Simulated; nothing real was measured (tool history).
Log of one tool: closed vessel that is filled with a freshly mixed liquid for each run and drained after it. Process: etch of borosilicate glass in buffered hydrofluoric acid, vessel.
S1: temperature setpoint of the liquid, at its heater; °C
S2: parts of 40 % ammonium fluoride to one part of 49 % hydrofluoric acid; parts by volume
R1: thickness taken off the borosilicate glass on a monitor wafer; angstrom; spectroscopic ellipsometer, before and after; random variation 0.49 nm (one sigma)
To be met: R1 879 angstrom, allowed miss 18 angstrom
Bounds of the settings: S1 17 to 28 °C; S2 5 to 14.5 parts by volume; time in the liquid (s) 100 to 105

{"run": 1, "hour": 0.0, "S1": 20, "S2": 9, "time in the liquid (s)": 100, "R1": 1031}
{"run": 2, "hour": 6.9, "S1": 19.5, "S2": 9, "time in the liquid (s)": 100, "R1": 1004.6}
{"run": 3, "hour": 12.0, "S1": 21.5, "S2": 9, "time in the liquid (s)": 100, "R1": 1113.2}
{"run": 4, "hour": 15.0, "S1": 20.5, "S2": 9, "time in the liquid (s)": 100, "R1": 1067.1}
{"run": 5, "hour": 17.1, "S1": 19.5, "S2": 9, "time in the liquid (s)": 100, "R1": 1011.8}
{"run": 6, "hour": 26.2, "S1": 19, "S2": 9, "time in the liquid (s)": 100, "R1": 971.49}
{"run": 7, "hour": 27.5, "S1": 18.5, "S2": 9, "time in the liquid (s)": 100, "R1": 952.58}
{"run": 8, "hour": 34.2, "S1": 18, "S2": 9, "time in the liquid (s)": 100, "R1": 930.27}

4 next moves are on the table. One of them brings every result within its allowed miss. Which?
{"run": "A", "hour": 40.9, "S1": 17, "S2": 8.5, "time in the liquid (s)": 100, "R1": "?"}
{"run": "B", "hour": 40.9, "S1": 17, "S2": 9.5, "time in the liquid (s)": 100, "R1": "?"}
{"run": "C", "hour": 40.9, "S1": 18.5, "S2": 10, "time in the liquid (s)": 100, "R1": "?"}
{"run": "D", "hour": 40.9, "S1": 19, "S2": 9.5, "time in the liquid (s)": 100, "R1": "?"}

move=A R1=939.07
move=B R1=851.19
move=C R1=894.24
move=D R1=950.02
A: further off than the last run
B: takes the result that was furthest off past its target
C: meets every target
D: further off than the last run
The right move is C.

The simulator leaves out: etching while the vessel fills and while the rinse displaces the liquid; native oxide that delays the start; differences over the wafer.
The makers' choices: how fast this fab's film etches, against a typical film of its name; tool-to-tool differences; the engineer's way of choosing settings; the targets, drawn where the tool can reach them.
